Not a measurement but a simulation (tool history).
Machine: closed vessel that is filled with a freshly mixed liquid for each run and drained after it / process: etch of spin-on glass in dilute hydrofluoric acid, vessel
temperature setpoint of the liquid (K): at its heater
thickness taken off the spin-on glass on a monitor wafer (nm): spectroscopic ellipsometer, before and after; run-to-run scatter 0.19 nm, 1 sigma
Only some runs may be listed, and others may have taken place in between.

run,hour,temperature setpoint of the liquid (K),parts of water to one part of 49 % hydrofluoric acid (parts by volume),time in the liquid (s),thickness taken off the spin-on glass on a monitor wafer (nm)
1,0,295.15,275,610,68.768
2,2.9,294.65,275,610,67.636
3,7.1,294.15,275,610,66.398
4,14.5,294.15,370,610,45.222
5,21.2,296.65,365,610,50.428
6,29,293.65,365,610,45.128
7,34.4,293.65,365,610,45.266
8,41.2,296.15,365,610,49.425
9,45.5,297.65,365,610,52.112

What does the tool deliver on the next run?
10,51.2,301.65,360,610,?

{"run 10": {"thickness taken off the spin-on glass on a monitor wafer (nm)": 60.087}}
